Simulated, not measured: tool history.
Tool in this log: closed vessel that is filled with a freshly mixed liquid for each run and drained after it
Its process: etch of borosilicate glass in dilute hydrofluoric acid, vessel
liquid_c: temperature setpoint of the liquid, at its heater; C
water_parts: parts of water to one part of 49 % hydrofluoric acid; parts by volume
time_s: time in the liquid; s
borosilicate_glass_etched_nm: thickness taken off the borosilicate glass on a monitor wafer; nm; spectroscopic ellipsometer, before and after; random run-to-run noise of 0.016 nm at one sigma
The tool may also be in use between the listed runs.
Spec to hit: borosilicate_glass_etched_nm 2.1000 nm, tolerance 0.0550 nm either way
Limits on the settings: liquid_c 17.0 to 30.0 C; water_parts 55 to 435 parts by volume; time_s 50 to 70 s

Run 1, day 0.000: liquid_c 22.0 C, water_parts 245 parts by volume, time_s 70 s. Result: borosilicate_glass_etched_nm 6.5161 nm.
Run 2, day 0.133: liquid_c 22.0 C, water_parts 165 parts by volume, time_s 70 s. Result: borosilicate_glass_etched_nm 10.5440 nm.
Run 3, day 0.188: liquid_c 21.0 C, water_parts 225 parts by volume, time_s 70 s. Result: borosilicate_glass_etched_nm 6.9385 nm.
Run 4, day 0.283: liquid_c 20.0 C, water_parts 265 parts by volume, time_s 70 s. Result: borosilicate_glass_etched_nm 5.5654 nm.
Run 5, day 0.583: liquid_c 19.5 C, water_parts 305 parts by volume, time_s 70 s. Result: borosilicate_glass_etched_nm 4.5648 nm.
Run 6, day 0.846: liquid_c 19.0 C, water_parts 340 parts by volume, time_s 70 s. Result: borosilicate_glass_etched_nm 3.8609 nm.
Run 7, day 0.992: liquid_c 18.5 C, water_parts 365 parts by volume, time_s 65 s. Result: borosilicate_glass_etched_nm 3.1445 nm.
At day 1.175: thermometer replaced.
Run 8, day 1.175: liquid_c 18.0 C, water_parts 385 parts by volume, time_s 65 s. Result: borosilicate_glass_etched_nm 2.7577 nm.

Of the 5 settings listed for the next run, only one would bring every result within its allowed miss of target. Which one?
Run A, day 1.358: liquid_c 17.0 C, water_parts 405 parts by volume, time_s 50 s. Result: borosilicate_glass_etched_nm ?.
Run B, day 1.358: liquid_c 17.0 C, water_parts 435 parts by volume, time_s 60 s. Result: borosilicate_glass_etched_nm ?.
Run C, day 1.358: liquid_c 17.0 C, water_parts 395 parts by volume, time_s 50 s. Result: borosilicate_glass_etched_nm ?.
Run D, day 1.358: liquid_c 17.0 C, water_parts 435 parts by volume, time_s 65 s. Result: borosilicate_glass_etched_nm ?.
Run E, day 1.358: liquid_c 19.0 C, water_parts 415 parts by volume, time_s 50 s. Result: borosilicate_glass_etched_nm ?.

move  borosilicate_glass_etched_nm
   A                        1.9450
   B                        2.1237
   C                        2.0098
   D                        2.3007
   E                        2.0217
A: carries the result that was furthest off beyond its target, to the other side
B: each result inside its tolerance
C: carries the result that was furthest off beyond its target, to the other side
D: better than the last run, though not everything is in spec
E: carries the result that was furthest off beyond its target, to the other side
Answer: B

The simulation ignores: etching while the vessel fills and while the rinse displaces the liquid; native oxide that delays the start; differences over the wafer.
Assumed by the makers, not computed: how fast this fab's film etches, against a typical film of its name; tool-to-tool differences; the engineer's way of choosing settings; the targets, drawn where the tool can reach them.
